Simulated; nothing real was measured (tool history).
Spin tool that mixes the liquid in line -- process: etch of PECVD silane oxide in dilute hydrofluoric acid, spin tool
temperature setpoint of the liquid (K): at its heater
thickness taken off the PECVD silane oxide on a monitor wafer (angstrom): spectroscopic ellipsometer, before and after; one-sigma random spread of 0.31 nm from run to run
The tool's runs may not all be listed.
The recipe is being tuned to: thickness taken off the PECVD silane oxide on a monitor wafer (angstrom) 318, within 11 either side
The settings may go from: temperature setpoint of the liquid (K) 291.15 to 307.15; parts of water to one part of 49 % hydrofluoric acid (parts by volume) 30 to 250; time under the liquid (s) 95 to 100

run	day	temperature setpoint of the liquid (K)	parts of water to one part of 49 % hydrofluoric acid (parts by volume)	time under the liquid (s)	thickness taken off the PECVD silane oxide on a monitor wafer (angstrom)
1	0	299.15	140	95	167.71
2	0.071	299.15	100	95	244.11
3	0.421	297.65	100	95	230.8
4	0.708	297.65	100	95	230.36
5	0.825	297.65	100	100	245.35
6	1.004	296.15	100	100	224.62
7	1.371	297.65	100	100	242.69
8	1.492	299.15	100	100	256.43
9	1.592	300.65	100	100	271.93
10	1.725	304.65	95	100	339.73
11	1.929	304.15	95	100	329.76

Which single option among these 5 for the next run brings every result within its allowed miss of target? Just one does.
A	2.133	303.15	90	95	?
B	2.133	306.15	95	95	?
C	2.133	300.15	75	95	?
D	2.133	306.65	100	100	?
E	2.133	304.65	90	100	?

move	thickness taken off the PECVD silane oxide on a monitor wafer (angstrom)
A	319.97
B	336.45
C	349.28
D	340.03
E	356.34
A: in spec on every target
B: moves away from the targets compared with the last run
C: moves away from the targets compared with the last run
D: moves away from the targets compared with the last run
E: moves away from the targets compared with the last run
A meets every target.

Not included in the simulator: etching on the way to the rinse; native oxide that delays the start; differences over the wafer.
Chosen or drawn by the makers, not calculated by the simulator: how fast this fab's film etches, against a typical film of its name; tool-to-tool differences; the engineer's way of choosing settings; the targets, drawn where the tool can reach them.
